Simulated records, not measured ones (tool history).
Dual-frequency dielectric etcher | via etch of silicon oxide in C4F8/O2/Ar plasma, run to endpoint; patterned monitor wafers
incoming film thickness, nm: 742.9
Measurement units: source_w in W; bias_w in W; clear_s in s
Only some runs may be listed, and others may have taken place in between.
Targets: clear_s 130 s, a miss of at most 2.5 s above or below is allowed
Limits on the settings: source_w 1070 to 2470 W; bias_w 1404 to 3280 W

Run 1, hour 0: source_w 1770 W, bias_w 2342 W. Result: clear_s 147.36 s.
Run 2, hour 5.5: source_w 1770 W, bias_w 2738 W. Result: clear_s 143.36 s.
Run 3, hour 7.9: source_w 1820 W, bias_w 2756 W. Result: clear_s 140.59 s.
Run 4, hour 16.3: source_w 1860 W, bias_w 2768 W. Result: clear_s 139.04 s.
Run 5, hour 17.2: source_w 1860 W, bias_w 2927 W. Result: clear_s 136.51 s.
Run 6, hour 25.6: source_w 1880 W, bias_w 2933 W. Result: clear_s 136.96 s.
At hour 29.2: bias power generator calibrated.
Run 7, hour 29.2: source_w 1910 W, bias_w 2943 W. Result: clear_s 136.89 s.
Run 8, hour 35.8: source_w 1940 W, bias_w 2960 W. Result: clear_s 135.12 s.
Run 9, hour 44.3: source_w 1960 W, bias_w 2969 W. Result: clear_s 136.55 s.

5 candidate next runs follow, results not yet known. Just one meets every target within its allowed miss. Identify it.
Run A, hour 52.8: source_w 1790 W, bias_w 3177 W. Result: clear_s ?.
Run B, hour 52.8: source_w 2070 W, bias_w 2591 W. Result: clear_s ?.
Run C, hour 52.8: source_w 1900 W, bias_w 2497 W. Result: clear_s ?.
Run D, hour 52.8: source_w 2090 W, bias_w 2657 W. Result: clear_s ?.
Run E, hour 52.8: source_w 2100 W, bias_w 3259 W. Result: clear_s ?.

move  clear_s
   A   136.62
   B   137.68
   C   143.16
   D    136.3
   E   128.56
A: about the same distance from the targets as the last run
B: the biggest miss grows against the last run
C: the biggest miss grows against the last run
D: about the same distance from the targets as the last run
E: each result inside its tolerance
E meets every target.
